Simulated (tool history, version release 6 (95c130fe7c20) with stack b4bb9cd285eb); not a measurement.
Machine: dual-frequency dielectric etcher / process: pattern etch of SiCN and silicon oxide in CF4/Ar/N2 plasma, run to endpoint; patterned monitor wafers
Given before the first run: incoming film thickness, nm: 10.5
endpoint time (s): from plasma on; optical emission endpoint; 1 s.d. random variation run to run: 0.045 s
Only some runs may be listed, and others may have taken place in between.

run	hour	source power (W)	bias power (W)	Ar flow (sccm)	CF4 flow (sccm)	endpoint time (s)
1	0	540	83	91	71	11.211
2	5.7	540	83	99	71	11.349
3	13.8	530	83	99	71	11.455
4	15.1	530	83	99	65	11.567
5	17.3	630	83	99	65	9.9751
6	22.9	610	83	99	65	10.172
7	25.8	590	83	99	65	10.529

Estimate the outcome of run 8 from the log above:
8	33.6	580	83	99	65	?

Logged for run 8: endpoint time (s) 10.689.
